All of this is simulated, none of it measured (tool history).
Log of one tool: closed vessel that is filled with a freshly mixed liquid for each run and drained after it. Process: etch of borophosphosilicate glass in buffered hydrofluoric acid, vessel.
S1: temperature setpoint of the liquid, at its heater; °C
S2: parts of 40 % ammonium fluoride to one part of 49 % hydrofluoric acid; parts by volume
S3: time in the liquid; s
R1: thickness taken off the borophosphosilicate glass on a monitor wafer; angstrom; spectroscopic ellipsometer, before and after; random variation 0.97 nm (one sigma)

run  hour    S1    S2   S3       R1
  1   0.0  23.0  21.0  105   785.54
  2   7.9  23.0  26.0  105   679.22
  3  11.2  23.0  30.0  105   614.28
  4  18.1  24.5  26.5  105   731.22
  5  26.1  26.0  23.5  105   848.50
  6  28.6  26.0  26.0  105   803.04
  7  31.6  27.0  23.0  105   914.46
  8  35.6  28.0  21.0  105  1033.20
  9  41.3  31.0  14.0  105  1767.90

The next listed run, before its measurement:
 10  42.0  30.5  14.0  105   ?

Run 10 gave R1 1718.60 angstrom.
